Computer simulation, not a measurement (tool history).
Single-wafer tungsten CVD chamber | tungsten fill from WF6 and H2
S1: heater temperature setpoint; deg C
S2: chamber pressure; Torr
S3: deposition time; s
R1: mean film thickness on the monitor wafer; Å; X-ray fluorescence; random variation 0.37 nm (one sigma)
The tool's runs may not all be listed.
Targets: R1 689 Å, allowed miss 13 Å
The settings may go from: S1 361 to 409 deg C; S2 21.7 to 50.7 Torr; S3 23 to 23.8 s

Run 1, day 0: S1 385 deg C, S2 36.2 Torr, S3 23 s. Result: R1 534.67 Å.
Run 2, day 0.162: S1 385 deg C, S2 32.5 Torr, S3 23 s. Result: R1 514.38 Å.
Run 3, day 0.221: S1 388 deg C, S2 32.6 Torr, S3 23 s. Result: R1 543.1 Å.
Run 4, day 0.546: S1 388 deg C, S2 32.6 Torr, S3 23 s. Result: R1 540.41 Å.
Run 5, day 0.65: S1 391 deg C, S2 32.7 Torr, S3 23 s. Result: R1 571.38 Å.
Run 6, day 0.792: S1 393 deg C, S2 32.8 Torr, S3 23 s. Result: R1 590.88 Å.
Run 7, day 1.096: S1 395 deg C, S2 32.9 Torr, S3 23 s. Result: R1 610.18 Å.
Run 8, day 1.338: S1 397 deg C, S2 33 Torr, S3 23 s. Result: R1 631.11 Å.
Run 9, day 1.592: S1 398 deg C, S2 33 Torr, S3 23 s. Result: R1 644.73 Å.
Run 10, day 1.654: S1 399 deg C, S2 33 Torr, S3 23 s. Result: R1 650.61 Å.

4 next moves are on the table. One of them brings every result within its allowed miss. Which?
Run A, day 1.717: S1 394 deg C, S2 33.4 Torr, S3 23 s. Result: R1 ?.
Run B, day 1.717: S1 396 deg C, S2 40.2 Torr, S3 23.6 s. Result: R1 ?.
Run C, day 1.717: S1 400 deg C, S2 33.4 Torr, S3 23 s. Result: R1 ?.
Run D, day 1.717: S1 391 deg C, S2 35.4 Torr, S3 23 s. Result: R1 ?.

move      R1
   A  606.92
   B  691.56
   C  670.19
   D  590.23
A: further off than the last run
B: meets every target
C: nearer than the last run, and not there yet
D: further off than the last run
The right move is B.

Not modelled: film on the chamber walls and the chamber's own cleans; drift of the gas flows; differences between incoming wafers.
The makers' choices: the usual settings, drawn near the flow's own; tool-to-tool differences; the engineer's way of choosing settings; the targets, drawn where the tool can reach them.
